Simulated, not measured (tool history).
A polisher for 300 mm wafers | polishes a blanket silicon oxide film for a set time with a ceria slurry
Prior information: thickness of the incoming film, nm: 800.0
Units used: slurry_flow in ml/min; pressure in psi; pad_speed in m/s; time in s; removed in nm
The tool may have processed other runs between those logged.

run,hour,slurry_flow,pressure,pad_speed,time,removed
1,0.0,295,4.1,1.12,28,191.15
2,0.7,295,4.1,0.96,28,164.07
3,6.3,295,4.1,1.22,28,208.12
4,12.9,295,3.9,1.22,28,196.14
5,19.3,295,3.9,1.38,28,218.96
6,27.2,295,3.9,1.38,28,224.34

For run 7, what comes out?
# hour 35.6: head pressure recalibrated
7,35.6,295,3.6,1.38,28,?

removed: 190.38 nm
